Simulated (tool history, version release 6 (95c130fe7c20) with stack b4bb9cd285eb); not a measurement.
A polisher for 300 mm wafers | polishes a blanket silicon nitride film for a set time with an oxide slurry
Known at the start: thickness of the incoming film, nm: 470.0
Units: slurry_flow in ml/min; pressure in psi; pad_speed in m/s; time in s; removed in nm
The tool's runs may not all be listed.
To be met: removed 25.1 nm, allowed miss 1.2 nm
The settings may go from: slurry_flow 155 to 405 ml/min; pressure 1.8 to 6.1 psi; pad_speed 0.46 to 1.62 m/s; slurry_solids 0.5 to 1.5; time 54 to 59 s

run    day  slurry_flow  pressure  pad_speed  slurry_solids  time  removed
  1      0          260       3.9       1.04              1    59   36.396
  2  0.029          260       3.8       1.04              1    59   34.874
  3  0.321          225       3.8       1.04              1    59   33.968
  4  0.375          225       3.8       1.04            1.1    59   36.006
  5    0.4          225       3.8       1.04            1.1    59   36.363
  6  0.512          225       3.8       1.04            1.3    59   38.859
  7  0.721          225       3.8       1.04            1.3    59    38.78
  8  0.925          225       3.6       1.04            1.3    59   36.058
  9  0.992          225       3.5       1.04            1.3    59   35.671
 10  1.146          225       3.4       1.04            1.3    59     34.7
 11  1.396          225       3.3       1.04            1.3    59   33.764
 12  1.708          225       3.2       1.04            1.3    59   32.138
 13  1.888          225       3.1       1.04            1.3    59   31.449
 14  2.008          225         3       1.04            1.3    59   30.091
 15  2.033          225       2.9       1.04            1.3    59    30.23
 16  2.112          225       2.8       1.04            1.3    59   28.363
 17  2.183          225       2.8       1.04            1.3    59   29.323
 18  2.296          225       2.7       1.04            1.3    59    27.65

4 next moves are on the table. One of them brings every result within its allowed miss. Which?
  A  2.408          185       2.7       0.88            1.2    59        ?
  B  2.408          225       2.3          1            1.4    57        ?
  C  2.408          155       3.2       0.96           1.15    59        ?
  D  2.408          220       3.1        0.9           1.25    54        ?

move  removed
   A   22.864
   B   22.953
   C   27.429
   D   25.389
A: takes the result that was furthest off past its target
B: takes the result that was furthest off past its target
C: nearer than the last run, and not there yet
D: meets every target
Move D is the one to make.
